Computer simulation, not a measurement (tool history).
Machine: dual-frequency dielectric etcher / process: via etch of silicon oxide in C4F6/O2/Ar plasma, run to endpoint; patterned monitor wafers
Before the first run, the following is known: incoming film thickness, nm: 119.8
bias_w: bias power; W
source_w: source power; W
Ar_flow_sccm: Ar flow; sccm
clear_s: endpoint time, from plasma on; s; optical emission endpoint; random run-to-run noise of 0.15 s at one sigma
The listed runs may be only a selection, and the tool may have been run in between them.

run  hour  bias_w  source_w  Ar_flow_sccm  clear_s
  1   0.0     586       410           376   24.891
  2   1.1     636       430           371   23.709
  3   2.0     675       450           366   22.875
  4   5.1     705       470           362   22.008
  5   9.6     705       470           408   22.511
  6  10.9     728       480           403   21.949

Expected results for the next run?
  7  16.8     746       490           400        ?

Run 7 yielded clear_s 21.498 s.
